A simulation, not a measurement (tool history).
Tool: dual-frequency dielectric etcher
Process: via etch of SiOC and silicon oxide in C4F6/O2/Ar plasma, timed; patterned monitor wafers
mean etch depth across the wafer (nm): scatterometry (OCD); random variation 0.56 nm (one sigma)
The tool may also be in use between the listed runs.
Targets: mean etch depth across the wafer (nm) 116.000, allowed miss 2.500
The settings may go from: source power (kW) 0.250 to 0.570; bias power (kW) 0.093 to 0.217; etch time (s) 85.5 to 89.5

run,day,source power (kW),bias power (kW),etch time (s),mean etch depth across the wafer (nm)
1,0.000,0.410,0.155,85.5,98.344
2,0.358,0.410,0.137,85.5,94.755
3,0.508,0.410,0.160,85.5,99.662
4,0.883,0.410,0.160,89.5,103.950
5,1.150,0.410,0.144,89.5,101.970
6,1.462,0.410,0.144,89.5,100.880
7,1.562,0.440,0.147,89.5,104.340
8,1.679,0.460,0.150,89.5,107.320
# day 1.908: source power generator calibrated
9,1.908,0.480,0.152,89.5,106.700
10,2.025,0.490,0.158,89.5,108.640
11,2.317,0.500,0.163,89.5,111.670
12,2.421,0.510,0.164,89.5,112.050
13,2.617,0.510,0.164,89.5,112.320
14,2.683,0.520,0.165,89.5,112.210

Which of these 4 next moves meets every target?
A,2.750,0.520,0.176,89.5,?
B,2.750,0.510,0.162,88.0,?
C,2.750,0.430,0.177,88.0,?
D,2.750,0.460,0.171,87.5,?

move,mean etch depth across the wafer (nm)
A,115.230
B,109.580
C,105.670
D,106.580
A: meets every target
B: further off than the last run
C: further off than the last run
D: further off than the last run
Answer: A

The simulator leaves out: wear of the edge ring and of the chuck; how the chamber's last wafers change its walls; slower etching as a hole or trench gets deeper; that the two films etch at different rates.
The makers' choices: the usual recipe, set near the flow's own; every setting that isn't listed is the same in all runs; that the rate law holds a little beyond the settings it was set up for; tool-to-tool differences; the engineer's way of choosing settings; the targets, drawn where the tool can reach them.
